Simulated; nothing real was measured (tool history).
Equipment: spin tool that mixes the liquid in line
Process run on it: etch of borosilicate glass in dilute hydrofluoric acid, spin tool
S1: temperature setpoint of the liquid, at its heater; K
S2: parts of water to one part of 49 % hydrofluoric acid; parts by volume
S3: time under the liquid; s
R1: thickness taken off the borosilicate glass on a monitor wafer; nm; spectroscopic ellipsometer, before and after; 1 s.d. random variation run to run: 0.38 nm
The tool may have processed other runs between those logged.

Run 1, day 0.000: S1 294.15 K, S2 120 parts by volume, S3 270 s. Result: R1 33.164 nm.
Run 2, day 0.104: S1 294.15 K, S2 85 parts by volume, S3 270 s. Result: R1 50.042 nm.
Run 3, day 0.296: S1 297.15 K, S2 85 parts by volume, S3 270 s. Result: R1 55.521 nm.
Run 4, day 0.325: S1 294.65 K, S2 85 parts by volume, S3 270 s. Result: R1 51.001 nm.
Run 5, day 0.404: S1 294.65 K, S2 85 parts by volume, S3 295 s. Result: R1 55.925 nm.
Run 6, day 0.467: S1 294.65 K, S2 85 parts by volume, S3 270 s. Result: R1 51.184 nm.
Run 7, day 0.708: S1 293.65 K, S2 85 parts by volume, S3 270 s. Result: R1 48.857 nm.
Run 8, day 0.858: S1 293.15 K, S2 85 parts by volume, S3 270 s. Result: R1 47.547 nm.

The next listed run, before its measurement:
Run 9, day 1.188: S1 292.65 K, S2 85 parts by volume, S3 270 s. Result: R1 ?.

R1: 46.219 nm
